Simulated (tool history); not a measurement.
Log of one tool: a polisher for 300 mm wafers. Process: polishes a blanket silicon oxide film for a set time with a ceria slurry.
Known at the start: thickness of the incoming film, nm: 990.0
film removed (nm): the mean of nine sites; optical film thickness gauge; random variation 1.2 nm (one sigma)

run	hour	flow of slurry (ml/min)	pressure of the wafer on the pad (kPa)	speed of the pad under the wafer (cm/s)	polishing time (s)	film removed (nm)
1	0.0	230	25.5	110	28	153.000
2	2.4	230	25.5	88	28	120.940
3	3.5	230	20.0	88	28	95.688
4	7.1	200	20.0	88	28	95.347
5	13.6	200	13.8	88	28	65.434
6	21.3	200	15.9	88	28	75.033
7	23.3	200	17.2	88	28	80.014
# hour 24.3: slurry nozzle cleaned
8	24.3	200	17.2	88	28	84.448
9	29.0	195	17.9	88	28	90.103
10	37.7	185	17.9	88	28	87.845
11	39.8	185	17.9	88	28	86.657
12	44.3	185	18.6	88	28	88.568

Forecast run 13:
13	46.9	185	19.3	88	28	?

film removed (nm): 93.268
